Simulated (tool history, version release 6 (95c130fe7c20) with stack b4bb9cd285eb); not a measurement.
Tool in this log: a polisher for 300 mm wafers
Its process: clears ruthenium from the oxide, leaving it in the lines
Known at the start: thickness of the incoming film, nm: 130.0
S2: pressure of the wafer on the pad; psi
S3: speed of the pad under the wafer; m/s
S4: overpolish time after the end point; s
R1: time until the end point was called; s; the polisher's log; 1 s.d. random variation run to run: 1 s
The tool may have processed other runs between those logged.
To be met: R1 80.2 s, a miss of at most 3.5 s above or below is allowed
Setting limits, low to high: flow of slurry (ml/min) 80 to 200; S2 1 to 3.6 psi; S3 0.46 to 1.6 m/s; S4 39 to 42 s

Run 1, hour 0: flow of slurry (ml/min) 130, S2 2.3 psi, S3 1.02 m/s, S4 39 s. Result: R1 107.35 s.
Run 2, hour 7.2: flow of slurry (ml/min) 135, S2 2.5 psi, S3 1.02 m/s, S4 39 s. Result: R1 97.609 s.
Run 3, hour 13.5: flow of slurry (ml/min) 140, S2 2.6 psi, S3 1.02 m/s, S4 39 s. Result: R1 93.714 s.
Run 4, hour 22.3: flow of slurry (ml/min) 160, S2 2.6 psi, S3 1.02 m/s, S4 39 s. Result: R1 91.947 s.
Run 5, hour 28.9: flow of slurry (ml/min) 160, S2 2.1 psi, S3 1.02 m/s, S4 39 s. Result: R1 116.35 s.
Run 6, hour 29.6: flow of slurry (ml/min) 160, S2 2.1 psi, S3 1.02 m/s, S4 42 s. Result: R1 115.12 s.
Run 7, hour 34.6: flow of slurry (ml/min) 160, S2 2.3 psi, S3 1.02 m/s, S4 42 s. Result: R1 103.51 s.
Run 8, hour 41.8: flow of slurry (ml/min) 160, S2 2.5 psi, S3 1.02 m/s, S4 42 s. Result: R1 95.567 s.
Run 9, hour 44.2: flow of slurry (ml/min) 160, S2 2.6 psi, S3 1.02 m/s, S4 42 s. Result: R1 92.105 s.
Run 10, hour 45: flow of slurry (ml/min) 160, S2 2.7 psi, S3 1.02 m/s, S4 42 s. Result: R1 89.267 s.
Run 11, hour 53.6: flow of slurry (ml/min) 160, S2 2.8 psi, S3 1.02 m/s, S4 42 s. Result: R1 85.103 s.

Pick the move, out of 4, that brings all results within their allowed miss; only one does.
Run A, hour 62.2: flow of slurry (ml/min) 180, S2 2.8 psi, S3 1.08 m/s, S4 40 s. Result: R1 ?.
Run B, hour 62.2: flow of slurry (ml/min) 170, S2 3.1 psi, S3 1.1 m/s, S4 39 s. Result: R1 ?.
Run C, hour 62.2: flow of slurry (ml/min) 160, S2 3 psi, S3 1.18 m/s, S4 42 s. Result: R1 ?.
Run D, hour 62.2: flow of slurry (ml/min) 135, S2 2.9 psi, S3 1.22 m/s, S4 39 s. Result: R1 ?.

move      R1
   A  80.476
   B   72.22
   C  70.357
   D  72.709
A: every result lands within tolerance
B: moves the result that the last run missed by most past its target, out the other side
C: moves the result that the last run missed by most past its target, out the other side
D: moves the result that the last run missed by most past its target, out the other side
A meets every target.
